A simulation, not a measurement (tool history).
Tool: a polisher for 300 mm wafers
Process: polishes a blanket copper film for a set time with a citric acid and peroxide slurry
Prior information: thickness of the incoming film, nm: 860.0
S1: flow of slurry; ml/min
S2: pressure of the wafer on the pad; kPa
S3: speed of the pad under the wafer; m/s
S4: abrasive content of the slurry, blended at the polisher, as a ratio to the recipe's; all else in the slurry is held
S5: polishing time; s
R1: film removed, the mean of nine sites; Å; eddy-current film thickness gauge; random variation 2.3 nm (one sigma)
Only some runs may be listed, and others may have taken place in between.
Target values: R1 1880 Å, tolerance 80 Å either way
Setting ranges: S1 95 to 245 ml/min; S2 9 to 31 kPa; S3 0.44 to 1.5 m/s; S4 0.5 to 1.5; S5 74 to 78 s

run	hour	S1	S2	S3	S4	S5	R1
1	0	155	20	0.96	1	74	1291.1
2	7.6	155	20	0.8	1	74	1109.3
3	15.8	155	22.1	0.8	1	74	1251.3
4	24.2	155	22.1	0.8	1	74	1226.3
5	25.9	155	23.4	0.8	1	74	1305.5
6	32.7	155	19.3	0.8	1	74	1119.7
7	38.2	155	22.1	0.82	1	74	1261.6
8	39.9	155	23.4	0.82	1	74	1343.6
9	47.5	155	23.4	0.82	1	74	1307.7
10	48.4	165	29	0.84	1	74	1675.1
11	51.6	165	29.6	0.84	1	74	1699.7
12	53.1	165	29.6	0.86	1	74	1744.1

Which one of the following 5 next-run settings gets every result inside its allowed miss? There is exactly one.
A	54.6	155	31	0.98	1	78	?
B	54.6	170	31	0.76	1.15	76	?
C	54.6	130	28.3	0.88	1.1	74	?
D	54.6	155	31	0.84	1	78	?
E	54.6	170	31	1	0.85	78	?

move	R1
A	2123.2
B	1739.9
C	1664.2
D	1854.1
E	2112.9
A: moves the result that the last run missed by most past its target, out the other side
B: neither nearer nor further off than the last run
C: the biggest miss grows against the last run
D: all results land within tolerance of their targets
E: moves the result that the last run missed by most past its target, out the other side
Go with D: it meets all targets.
